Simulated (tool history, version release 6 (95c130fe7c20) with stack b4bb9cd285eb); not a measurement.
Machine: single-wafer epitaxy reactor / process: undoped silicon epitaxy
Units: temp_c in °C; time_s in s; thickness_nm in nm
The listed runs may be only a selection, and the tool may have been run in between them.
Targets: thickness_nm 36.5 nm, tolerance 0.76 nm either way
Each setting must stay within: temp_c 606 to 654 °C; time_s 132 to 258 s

run,hour,temp_c,time_s,thickness_nm
1,0,630,195,18.678
2,0.8,630,215,20.66
3,9.7,635,216,23.258
4,10.6,635,192,20.611
5,18.7,639,198,23.942
6,20.2,642,199,25.591
7,21.4,645,202,28.231
8,24.9,647,203,29.869
9,26.2,648,204,30.611
10,28.3,649,205,31.817
11,37.1,650,205,32.689
12,42.5,651,205,33.176
# hour 51.6: pyrometer calibrated
13,51.6,651,205,38.654

Consider the 4 candidate settings below. Which is the only one whose results all fall within their allowed miss of target?
A,60.7,651,201,?
B,60.7,652,188,?
C,60.7,653,193,?
D,60.7,652,198,?

move,thickness_nm
A,37.847
B,36.281
C,38.171
D,38.211
A: nearer the targets than the last run, but a result is still out of spec
B: all results land within tolerance of their targets
C: nearer the targets than the last run, but a result is still out of spec
D: nearer the targets than the last run, but a result is still out of spec
The right move is B.
